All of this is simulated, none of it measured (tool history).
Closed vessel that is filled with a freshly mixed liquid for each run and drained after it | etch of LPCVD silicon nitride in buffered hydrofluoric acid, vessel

| run | hour | temperature setpoint of the liquid (C) | parts of 40 % ammonium fluoride to one part of 49 % hydrofluoric acid (parts by volume) | time in the liquid (s) | thickness taken off the LPCVD silicon nitride on a monitor wafer (Å) |
|---|---|---|---|---|---|
| 1 | 0 | 22 | 15.5 | 1365 | 104.24 |
| 2 | 5.7 | 23.5 | 15 | 1365 | 116.64 |
| 3 | 14.9 | 23.5 | 15 | 1455 | 123.38 |
| 4 | 22 | 25.5 | 15 | 1455 | 137.52 |
| 5 | 26.2 | 28 | 15 | 1455 | 157.26 |
| 6 | 30.2 | 28 | 15 | 1455 | 155.57 |
| 7 | 35.7 | 30 | 12.5 | 1455 | 208.96 |

The next listed run, before its measurement:
| 8 | 42.3 | 29.5 | 12.5 | 1455 | ? |

thickness taken off the LPCVD silicon nitride on a monitor wafer (Å): 206.61

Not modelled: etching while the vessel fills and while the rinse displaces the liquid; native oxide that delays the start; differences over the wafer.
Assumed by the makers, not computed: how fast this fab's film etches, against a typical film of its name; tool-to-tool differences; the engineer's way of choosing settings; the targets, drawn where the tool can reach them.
